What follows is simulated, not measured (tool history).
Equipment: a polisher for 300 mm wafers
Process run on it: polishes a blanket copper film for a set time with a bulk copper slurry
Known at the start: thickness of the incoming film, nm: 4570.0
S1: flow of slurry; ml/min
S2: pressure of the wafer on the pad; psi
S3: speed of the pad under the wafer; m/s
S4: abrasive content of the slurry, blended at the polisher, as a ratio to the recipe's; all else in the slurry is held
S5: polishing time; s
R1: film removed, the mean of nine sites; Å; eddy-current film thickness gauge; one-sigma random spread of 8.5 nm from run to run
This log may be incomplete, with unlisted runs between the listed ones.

| run | day | S1 | S2 | S3 | S4 | S5 | R1 |
|---|---|---|---|---|---|---|---|
| 1 | 0.000 | 305 | 2.5 | 1.12 | 1.0 | 72 | 5665.4 |
| 2 | 0.271 | 305 | 2.8 | 1.14 | 1.0 | 72 | 6440.1 |
| 3 | 0.475 | 245 | 2.8 | 1.14 | 1.0 | 72 | 6282.1 |
| 4 | 0.712 | 245 | 3.2 | 1.14 | 1.0 | 72 | 7045.3 |
| 5 | 1.079 | 245 | 3.2 | 1.14 | 1.0 | 72 | 7092.0 |
| 6 | 1.142 | 245 | 3.2 | 1.14 | 0.9 | 72 | 6937.3 |
| 7 | 1.217 | 255 | 3.4 | 1.18 | 0.9 | 72 | 7600.3 |
| 8 | 1.396 | 260 | 3.5 | 1.22 | 0.9 | 72 | 8116.9 |

Estimate the outcome of run 9 from the log above:
| 9 | 1.583 | 260 | 3.6 | 1.26 | 0.9 | 72 | ? |

R1: 8494.8 Å

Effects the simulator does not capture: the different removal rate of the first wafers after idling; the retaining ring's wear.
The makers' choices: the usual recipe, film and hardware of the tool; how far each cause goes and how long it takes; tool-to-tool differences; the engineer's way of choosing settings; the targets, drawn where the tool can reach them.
